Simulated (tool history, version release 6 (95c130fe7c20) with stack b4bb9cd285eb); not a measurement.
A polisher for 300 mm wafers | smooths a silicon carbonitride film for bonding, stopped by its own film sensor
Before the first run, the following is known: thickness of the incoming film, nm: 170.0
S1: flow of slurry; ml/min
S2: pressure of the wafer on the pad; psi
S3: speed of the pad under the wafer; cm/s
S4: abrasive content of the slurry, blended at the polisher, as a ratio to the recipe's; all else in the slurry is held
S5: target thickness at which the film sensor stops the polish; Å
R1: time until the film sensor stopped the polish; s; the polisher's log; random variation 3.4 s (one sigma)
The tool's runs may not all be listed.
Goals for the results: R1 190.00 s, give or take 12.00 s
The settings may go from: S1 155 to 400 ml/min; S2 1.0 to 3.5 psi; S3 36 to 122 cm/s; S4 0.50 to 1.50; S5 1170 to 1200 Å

{"run": 1, "day": 0.0, "S1": 255, "S2": 2.2, "S3": 78, "S4": 1.0, "S5": 1200, "R1": 234.71}
{"run": 2, "day": 0.233, "S1": 255, "S2": 2.3, "S3": 78, "S4": 1.0, "S5": 1200, "R1": 225.38}
{"run": 3, "day": 0.529, "S1": 255, "S2": 2.4, "S3": 78, "S4": 1.0, "S5": 1200, "R1": 217.61}
{"run": 4, "day": 0.896, "S1": 255, "S2": 2.5, "S3": 78, "S4": 1.0, "S5": 1200, "R1": 214.51}
{"run": 5, "day": 1.112, "S1": 255, "S2": 2.6, "S3": 78, "S4": 1.0, "S5": 1200, "R1": 209.37}
{"run": 6, "day": 1.138, "S1": 255, "S2": 2.6, "S3": 78, "S4": 0.8, "S5": 1200, "R1": 238.66}
{"run": 7, "day": 1.167, "S1": 255, "S2": 2.7, "S3": 78, "S4": 0.8, "S5": 1200, "R1": 222.43}
{"run": 8, "day": 1.192, "S1": 255, "S2": 2.8, "S3": 78, "S4": 0.8, "S5": 1200, "R1": 221.36}
{"run": 9, "day": 1.546, "S1": 255, "S2": 2.9, "S3": 78, "S4": 0.8, "S5": 1200, "R1": 206.41}

Below are 4 possible settings for the next run. Only one of them brings all results inside the allowed miss of their targets. Which is it?
{"run": "A", "day": 1.9, "S1": 295, "S2": 3.2, "S3": 82, "S4": 0.7, "S5": 1200, "R1": "?"}
{"run": "B", "day": 1.9, "S1": 290, "S2": 2.6, "S3": 98, "S4": 1.05, "S5": 1200, "R1": "?"}
{"run": "C", "day": 1.9, "S1": 230, "S2": 2.7, "S3": 88, "S4": 1.15, "S5": 1200, "R1": "?"}
{"run": "D", "day": 1.9, "S1": 250, "S2": 3.2, "S3": 62, "S4": 0.85, "S5": 1200, "R1": "?"}

move=A R1=197.44
move=B R1=169.10
move=C R1=173.20
move=D R1=222.25
A: all results land within tolerance of their targets
B: pushes the last run's worst result past its target
C: pushes the last run's worst result past its target
D: further off than the last run
The right move is A.

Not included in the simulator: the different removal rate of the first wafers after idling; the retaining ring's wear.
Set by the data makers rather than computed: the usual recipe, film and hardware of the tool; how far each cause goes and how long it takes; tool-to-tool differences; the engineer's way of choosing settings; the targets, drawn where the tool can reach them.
